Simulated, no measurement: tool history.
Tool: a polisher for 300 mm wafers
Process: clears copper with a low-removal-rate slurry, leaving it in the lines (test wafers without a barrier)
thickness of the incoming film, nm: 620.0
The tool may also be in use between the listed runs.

| run | day | flow of slurry (ml/min) | pressure of the wafer on the pad (kPa) | speed of the pad under the wafer (cm/s) | abrasive content of the slurry | overpolish time after the end point (s) | time until the end point was called (s) | dishing of a wide line in a test structure (Å) |
|---|---|---|---|---|---|---|---|---|
| 1 | 0.000 | 205 | 19.3 | 134 | 1.0 | 17 | 160.84 | 446.81 |
| 2 | 0.046 | 205 | 19.3 | 134 | 1.0 | 23 | 159.24 | 589.31 |
| 3 | 0.212 | 245 | 19.3 | 134 | 1.0 | 23 | 156.75 | 606.29 |
| 4 | 0.404 | 245 | 16.5 | 130 | 1.0 | 24 | 181.72 | 554.94 |
| 5 | 0.442 | 240 | 14.5 | 124 | 1.0 | 25 | 205.31 | 507.39 |
| 6 | 0.671 | 240 | 14.5 | 104 | 1.0 | 25 | 247.86 | 428.61 |
| 7 | 0.875 | 240 | 13.1 | 104 | 1.0 | 26 | 256.30 | 429.43 |

Forecast run 8:
| 8 | 1.121 | 225 | 9.0 | 102 | 1.0 | 30 | ? | ? |

time until the end point was called (s): 339.96
dishing of a wide line in a test structure (Å): 378.71

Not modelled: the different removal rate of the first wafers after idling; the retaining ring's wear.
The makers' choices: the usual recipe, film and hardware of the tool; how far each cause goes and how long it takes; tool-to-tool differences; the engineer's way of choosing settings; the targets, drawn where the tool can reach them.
